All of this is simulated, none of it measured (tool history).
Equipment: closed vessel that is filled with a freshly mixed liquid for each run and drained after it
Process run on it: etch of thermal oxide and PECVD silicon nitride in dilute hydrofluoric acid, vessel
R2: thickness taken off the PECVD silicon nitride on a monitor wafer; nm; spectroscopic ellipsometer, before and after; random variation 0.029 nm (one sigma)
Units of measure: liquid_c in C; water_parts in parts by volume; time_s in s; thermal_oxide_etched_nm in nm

{"run": 1, "hour": 0.0, "liquid_c": 22, "water_parts": 110, "time_s": 130, "thermal_oxide_etched_nm": 4.8455, "R2": 1.7446}
{"run": 2, "hour": 8.3, "liquid_c": 25.5, "water_parts": 110, "time_s": 130, "thermal_oxide_etched_nm": 5.4854, "R2": 2.1845}
{"run": 3, "hour": 14.2, "liquid_c": 27, "water_parts": 110, "time_s": 130, "thermal_oxide_etched_nm": 5.8459, "R2": 2.3944}
{"run": 4, "hour": 16.1, "liquid_c": 24.5, "water_parts": 90, "time_s": 125, "thermal_oxide_etched_nm": 6.4952, "R2": 2.3849}
{"run": 5, "hour": 24.4, "liquid_c": 23.5, "water_parts": 80, "time_s": 120, "thermal_oxide_etched_nm": 6.7138, "R2": 2.4435}
{"run": 6, "hour": 26.0, "liquid_c": 21.5, "water_parts": 80, "time_s": 120, "thermal_oxide_etched_nm": 6.1679, "R2": 2.1665}
{"run": 7, "hour": 28.7, "liquid_c": 20, "water_parts": 65, "time_s": 120, "thermal_oxide_etched_nm": 7.2643, "R2": 2.3628}

Estimate the outcome of run 8 from the log above:
{"run": 8, "hour": 30.5, "liquid_c": 19.5, "water_parts": 60, "time_s": 120, "thermal_oxide_etched_nm": "?", "R2": "?"}

Logged for run 8: thermal_oxide_etched_nm 7.8252 nm, R2 2.4655 nm.

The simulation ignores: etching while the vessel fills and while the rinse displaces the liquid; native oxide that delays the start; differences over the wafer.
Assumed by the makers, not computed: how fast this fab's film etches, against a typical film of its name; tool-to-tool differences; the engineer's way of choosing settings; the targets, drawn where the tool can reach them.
